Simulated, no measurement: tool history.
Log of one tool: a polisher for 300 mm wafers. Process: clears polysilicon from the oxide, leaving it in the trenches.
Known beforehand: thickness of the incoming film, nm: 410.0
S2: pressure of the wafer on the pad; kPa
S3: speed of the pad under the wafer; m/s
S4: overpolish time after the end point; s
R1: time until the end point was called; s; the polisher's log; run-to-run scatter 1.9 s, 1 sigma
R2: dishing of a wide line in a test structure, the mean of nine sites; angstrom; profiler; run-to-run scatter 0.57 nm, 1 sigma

{"run": 1, "hour": 0.0, "flow of slurry (ml/min)": 310, "S2": 12.4, "S3": 0.98, "S4": 24, "R1": 36.529, "R2": 360.22}
{"run": 2, "hour": 2.5, "flow of slurry (ml/min)": 310, "S2": 11.0, "S3": 0.9, "S4": 22, "R1": 45.58, "R2": 365.91}
{"run": 3, "hour": 5.7, "flow of slurry (ml/min)": 310, "S2": 11.0, "S3": 0.9, "S4": 14, "R1": 43.584, "R2": 362.82}
{"run": 4, "hour": 12.3, "flow of slurry (ml/min)": 310, "S2": 11.0, "S3": 0.9, "S4": 19, "R1": 43.146, "R2": 354.18}
{"run": 5, "hour": 13.0, "flow of slurry (ml/min)": 310, "S2": 11.0, "S3": 1.14, "S4": 19, "R1": 34.838, "R2": 353.85}
{"run": 6, "hour": 19.7, "flow of slurry (ml/min)": 295, "S2": 10.3, "S3": 1.04, "S4": 17, "R1": 39.818, "R2": 357.72}
{"run": 7, "hour": 26.2, "flow of slurry (ml/min)": 325, "S2": 9.7, "S3": 0.96, "S4": 16, "R1": 46.058, "R2": 359.17}
{"run": 8, "hour": 32.1, "flow of slurry (ml/min)": 325, "S2": 9.0, "S3": 0.9, "S4": 15, "R1": 51.91, "R2": 348.77}
{"run": 9, "hour": 36.6, "flow of slurry (ml/min)": 340, "S2": 8.3, "S3": 0.84, "S4": 15, "R1": 57.641, "R2": 348.12}
{"run": 10, "hour": 42.4, "flow of slurry (ml/min)": 350, "S2": 5.5, "S3": 0.56, "S4": 7, "R1": 110.43, "R2": 177.81}
{"run": 11, "hour": 48.3, "flow of slurry (ml/min)": 350, "S2": 5.5, "S3": 0.56, "S4": 13, "R1": 110.28, "R2": 268.81}

Predict the results of run 12:
{"run": 12, "hour": 52.0, "flow of slurry (ml/min)": 350, "S2": 5.5, "S3": 0.58, "S4": 14, "R1": "?", "R2": "?"}

For run 12 the tool returned R1 107.120 s, R2 289.82 angstrom.
